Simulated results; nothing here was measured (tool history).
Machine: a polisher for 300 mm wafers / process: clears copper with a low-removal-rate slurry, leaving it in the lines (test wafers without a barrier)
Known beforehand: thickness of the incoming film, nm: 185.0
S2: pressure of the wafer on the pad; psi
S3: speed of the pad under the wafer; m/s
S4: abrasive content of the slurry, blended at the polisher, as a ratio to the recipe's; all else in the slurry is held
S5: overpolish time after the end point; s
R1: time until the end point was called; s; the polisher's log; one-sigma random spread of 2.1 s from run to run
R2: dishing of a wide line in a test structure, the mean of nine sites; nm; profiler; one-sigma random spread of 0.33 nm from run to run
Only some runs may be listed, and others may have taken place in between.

Run 1, hour 0: flow of slurry (ml/min) 200, S2 2.1 psi, S3 1.18 m/s, S4 1, S5 12 s. Result: R1 88.761 s, R2 17.157 nm.
Run 2, hour 1.8: flow of slurry (ml/min) 220, S2 2.1 psi, S3 1.18 m/s, S4 1, S5 12 s. Result: R1 82.724 s, R2 17.536 nm.
Run 3, hour 3.8: flow of slurry (ml/min) 220, S2 2.1 psi, S3 1.18 m/s, S4 1, S5 15 s. Result: R1 83.513 s, R2 21.344 nm.
Run 4, hour 5.7: flow of slurry (ml/min) 215, S2 2 psi, S3 1.18 m/s, S4 1, S5 15 s. Result: R1 88.374 s, R2 21.583 nm.
Run 5, hour 9.1: flow of slurry (ml/min) 215, S2 2 psi, S3 1.18 m/s, S4 1.1, S5 15 s. Result: R1 84.139 s, R2 21.166 nm.
Run 6, hour 11.7: flow of slurry (ml/min) 215, S2 2.5 psi, S3 1.18 m/s, S4 1.1, S5 15 s. Result: R1 69.933 s, R2 25.521 nm.
Run 7, hour 17.3: flow of slurry (ml/min) 210, S2 2.3 psi, S3 1.16 m/s, S4 1.1, S5 15 s. Result: R1 75.45 s, R2 23.619 nm.
Run 8, hour 19.9: flow of slurry (ml/min) 210, S2 2.1 psi, S3 1.14 m/s, S4 1.1, S5 15 s. Result: R1 87.656 s, R2 21.103 nm.
Run 9, hour 22.6: flow of slurry (ml/min) 205, S2 2 psi, S3 1.14 m/s, S4 1.1, S5 15 s. Result: R1 88.939 s, R2 20.645 nm.
Run 10, hour 29.7: flow of slurry (ml/min) 205, S2 1.9 psi, S3 1.14 m/s, S4 1.1, S5 15 s. Result: R1 92.348 s, R2 19.173 nm.

For run 11, what comes out?
Run 11, hour 35.1: flow of slurry (ml/min) 205, S2 1.3 psi, S3 1.1 m/s, S4 1.1, S5 16 s. Result: R1 ?, R2 ?.

Run 11 produced R1 136.22 s, R2 15.001 nm.
